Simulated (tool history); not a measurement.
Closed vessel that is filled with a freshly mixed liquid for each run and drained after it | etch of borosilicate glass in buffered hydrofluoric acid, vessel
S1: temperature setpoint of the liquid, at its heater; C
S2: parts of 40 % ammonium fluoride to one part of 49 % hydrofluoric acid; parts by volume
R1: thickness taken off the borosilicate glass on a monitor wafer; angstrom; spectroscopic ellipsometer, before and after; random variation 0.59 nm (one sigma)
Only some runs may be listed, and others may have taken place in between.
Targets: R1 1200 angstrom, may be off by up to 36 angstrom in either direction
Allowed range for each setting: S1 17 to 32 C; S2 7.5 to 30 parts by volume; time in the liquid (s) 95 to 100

Run 1, hour 0: S1 24 C, S2 21 parts by volume, time in the liquid (s) 95. Result: R1 636.52 angstrom.
Run 2, hour 4.9: S1 24 C, S2 15 parts by volume, time in the liquid (s) 95. Result: R1 872.66 angstrom.
Run 3, hour 6.9: S1 24 C, S2 15 parts by volume, time in the liquid (s) 95. Result: R1 866.83 angstrom.
Run 4, hour 15.7: S1 27 C, S2 15 parts by volume, time in the liquid (s) 95. Result: R1 1024.6 angstrom.
Run 5, hour 21.2: S1 26 C, S2 15 parts by volume, time in the liquid (s) 95. Result: R1 972.69 angstrom.
Run 6, hour 29.2: S1 26.5 C, S2 15 parts by volume, time in the liquid (s) 95. Result: R1 992.87 angstrom.
Run 7, hour 37.1: S1 27 C, S2 15 parts by volume, time in the liquid (s) 95. Result: R1 1011.3 angstrom.
Run 8, hour 45.8: S1 31 C, S2 14.5 parts by volume, time in the liquid (s) 95. Result: R1 1310.9 angstrom.

Exactly one of the 5 candidate moves below puts every result within its allowed miss. Which one?
Run A, hour 54.5: S1 32 C, S2 13.5 parts by volume, time in the liquid (s) 100. Result: R1 ?.
Run B, hour 54.5: S1 29 C, S2 11.5 parts by volume, time in the liquid (s) 95. Result: R1 ?.
Run C, hour 54.5: S1 29 C, S2 13.5 parts by volume, time in the liquid (s) 95. Result: R1 ?.
Run D, hour 54.5: S1 29 C, S2 14 parts by volume, time in the liquid (s) 95. Result: R1 ?.
Run E, hour 54.5: S1 29.5 C, S2 12 parts by volume, time in the liquid (s) 95. Result: R1 ?.

move      R1
   A  1543.3
   B  1470.8
   C  1255.8
   D  1211.6
   E  1447.5
A: its largest miss is bigger than the last run's
B: its largest miss is bigger than the last run's
C: better than the last run, though not everything is in spec
D: all results in spec
E: its largest miss is bigger than the last run's
Go with D: it meets all targets.
